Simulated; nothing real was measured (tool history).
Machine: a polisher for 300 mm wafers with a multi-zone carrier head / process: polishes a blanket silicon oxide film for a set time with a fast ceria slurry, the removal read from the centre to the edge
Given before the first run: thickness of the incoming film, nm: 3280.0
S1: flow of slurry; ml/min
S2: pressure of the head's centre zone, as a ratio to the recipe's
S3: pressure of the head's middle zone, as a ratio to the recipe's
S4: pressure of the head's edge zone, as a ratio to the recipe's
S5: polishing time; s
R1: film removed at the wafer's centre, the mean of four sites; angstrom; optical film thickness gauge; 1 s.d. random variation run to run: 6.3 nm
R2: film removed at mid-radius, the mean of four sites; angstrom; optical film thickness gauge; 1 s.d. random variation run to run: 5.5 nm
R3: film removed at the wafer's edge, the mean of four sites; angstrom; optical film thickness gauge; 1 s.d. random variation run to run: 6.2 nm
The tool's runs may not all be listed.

| run | hour | S1 | S2 | S3 | S4 | S5 | R1 | R2 | R3 |
|---|---|---|---|---|---|---|---|---|---|
| 1 | 0.0 | 120 | 1.00 | 1.00 | 1.00 | 60 | 11076.0 | 11198 | 11180.0 |
| 2 | 3.8 | 90 | 1.00 | 1.00 | 1.00 | 60 | 10538.0 | 10646 | 10623.0 |
| 3 | 10.1 | 90 | 1.00 | 0.99 | 0.98 | 60 | 10393.0 | 10614 | 10606.0 |
| 4 | 14.4 | 70 | 1.00 | 0.99 | 0.98 | 60 | 9784.2 | 10034 | 10335.0 |
| 5 | 19.1 | 70 | 1.00 | 0.99 | 0.90 | 60 | 10015.0 | 10010 | 9969.7 |
| 6 | 21.1 | 70 | 1.00 | 0.99 | 0.90 | 69 | 11292.0 | 11614 | 11478.0 |

Run 7 has not been measured yet. What should we expect?
| 7 | 26.4 | 75 | 1.00 | 0.98 | 0.89 | 67 | ? | ? | ? |

{"run 7": {"R1": 11340.0, "R2": 11237, "R3": 11074.0}}

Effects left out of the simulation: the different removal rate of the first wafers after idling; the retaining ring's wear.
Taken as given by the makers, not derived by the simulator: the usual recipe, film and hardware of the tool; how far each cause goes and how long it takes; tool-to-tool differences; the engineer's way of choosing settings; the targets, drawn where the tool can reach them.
